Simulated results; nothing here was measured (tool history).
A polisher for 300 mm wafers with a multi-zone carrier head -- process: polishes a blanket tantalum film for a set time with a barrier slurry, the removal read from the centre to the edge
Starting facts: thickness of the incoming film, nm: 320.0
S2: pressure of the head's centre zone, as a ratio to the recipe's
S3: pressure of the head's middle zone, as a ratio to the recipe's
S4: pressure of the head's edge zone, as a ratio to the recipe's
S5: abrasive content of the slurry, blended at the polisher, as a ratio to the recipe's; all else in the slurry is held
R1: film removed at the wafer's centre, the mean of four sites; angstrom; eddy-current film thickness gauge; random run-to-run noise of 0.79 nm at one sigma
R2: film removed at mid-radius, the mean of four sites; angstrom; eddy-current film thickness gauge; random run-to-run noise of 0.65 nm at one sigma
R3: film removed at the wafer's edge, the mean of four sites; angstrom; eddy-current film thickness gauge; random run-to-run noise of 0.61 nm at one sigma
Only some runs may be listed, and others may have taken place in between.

{"run": 1, "hour": 0.0, "flow of slurry (ml/min)": 160, "S2": 1, "S3": 1, "S4": 1, "S5": 1, "polishing time (s)": 31, "R1": 641.28, "R2": 637.17, "R3": 627.59}
{"run": 2, "hour": 4.2, "flow of slurry (ml/min)": 160, "S2": 1, "S3": 1, "S4": 1, "S5": 1, "polishing time (s)": 24, "R1": 492.43, "R2": 497.9, "R3": 485.85}
{"run": 3, "hour": 11.6, "flow of slurry (ml/min)": 165, "S2": 1, "S3": 0.99, "S4": 1.05, "S5": 1.15, "polishing time (s)": 25, "R1": 524.8, "R2": 540.59, "R3": 548.75}
{"run": 4, "hour": 14.2, "flow of slurry (ml/min)": 145, "S2": 1, "S3": 0.99, "S4": 1.05, "S5": 1.15, "polishing time (s)": 25, "R1": 515.25, "R2": 525.27, "R3": 529.45}
{"run": 5, "hour": 22.8, "flow of slurry (ml/min)": 170, "S2": 1.03, "S3": 0.98, "S4": 1.09, "S5": 1.25, "polishing time (s)": 25, "R1": 572.47, "R2": 543.83, "R3": 564.99}
{"run": 6, "hour": 29.3, "flow of slurry (ml/min)": 185, "S2": 1.02, "S3": 0.97, "S4": 1.12, "S5": 1.3, "polishing time (s)": 26, "R1": 596, "R2": 578.07, "R3": 608.49}
{"run": 7, "hour": 33.9, "flow of slurry (ml/min)": 195, "S2": 1.02, "S3": 0.96, "S4": 1.14, "S5": 1.35, "polishing time (s)": 27, "R1": 618.6, "R2": 605.72, "R3": 626.85}
{"run": 8, "hour": 40.6, "flow of slurry (ml/min)": 185, "S2": 1.02, "S3": 0.94, "S4": 1.15, "S5": 1.4, "polishing time (s)": 28, "R1": 650.83, "R2": 609.84, "R3": 668.71}
{"run": 9, "hour": 45.8, "flow of slurry (ml/min)": 190, "S2": 1.02, "S3": 0.94, "S4": 1.16, "S5": 1.45, "polishing time (s)": 28, "R1": 655.33, "R2": 614.15, "R3": 672.48}

Run 10 is up next; what results do you expect?
{"run": 10, "hour": 50.5, "flow of slurry (ml/min)": 205, "S2": 1, "S3": 0.93, "S4": 1.19, "S5": 1.5, "polishing time (s)": 30, "R1": "?", "R2": "?", "R3": "?"}

Run 10 yielded R1 707.57 angstrom, R2 669.24 angstrom, R3 741.22 angstrom.
